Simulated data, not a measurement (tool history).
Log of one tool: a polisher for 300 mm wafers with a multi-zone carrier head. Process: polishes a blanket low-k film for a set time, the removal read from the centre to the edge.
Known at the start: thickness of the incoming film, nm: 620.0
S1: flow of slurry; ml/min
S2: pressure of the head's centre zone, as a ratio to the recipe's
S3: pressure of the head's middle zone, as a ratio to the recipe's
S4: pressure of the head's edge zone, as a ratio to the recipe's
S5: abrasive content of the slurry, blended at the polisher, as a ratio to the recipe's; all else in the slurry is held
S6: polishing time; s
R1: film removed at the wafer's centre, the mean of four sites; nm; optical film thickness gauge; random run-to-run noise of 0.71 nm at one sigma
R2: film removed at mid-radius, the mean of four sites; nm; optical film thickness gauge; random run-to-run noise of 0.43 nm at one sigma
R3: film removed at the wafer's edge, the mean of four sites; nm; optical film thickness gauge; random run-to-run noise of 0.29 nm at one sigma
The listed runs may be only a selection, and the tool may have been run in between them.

run,hour,S1,S2,S3,S4,S5,S6,R1,R2,R3
1,0,200,1,1,1,1,74,38.232,36.701,37.235
2,4.3,215,1.04,1.02,1.02,1,74,39.744,36.855,37.633
3,10.2,215,1.04,1.02,1.02,0.8,74,37.221,34.508,34.907
4,16.6,215,1.04,1.02,1.08,0.8,74,37.256,33.871,35.792
5,24.8,225,1.07,1.05,1.09,0.85,74,38.77,36.27,37.132
6,31.1,225,1.07,0.99,1.09,0.85,74,39.166,34.979,36.965

Estimate the outcome of run 7 from the log above:
7,38.5,235,1.1,1.01,1.09,0.9,74,?,?,?

R1: 42.009 nm
R2: 35.928 nm
R3: 38.394 nm
